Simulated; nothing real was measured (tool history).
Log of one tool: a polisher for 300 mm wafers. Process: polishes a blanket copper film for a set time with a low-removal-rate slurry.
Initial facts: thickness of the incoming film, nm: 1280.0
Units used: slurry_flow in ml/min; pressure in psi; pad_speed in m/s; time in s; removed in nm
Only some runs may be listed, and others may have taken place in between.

run  hour  slurry_flow  pressure  pad_speed  slurry_solids  time  removed
  1   0.0          300       2.2       1.14            1.0    45   98.185
  2   8.7          300       2.1       1.14            1.0    45   94.698
  3  13.0          300       2.5       1.14            1.0    45  111.400
  4  14.0          300       2.3       1.14            1.0    45  104.720
  5  16.8          300       2.3       1.00            1.0    45   90.038
  6  25.7          300       2.3       1.00            1.1    45   95.763
  7  30.2          300       2.2       1.00            1.1    45   88.343

What does the tool deliver on the next run?
  8  31.2          300       2.1       1.00            1.1    45        ?

{"run 8": {"removed": 85.446}}
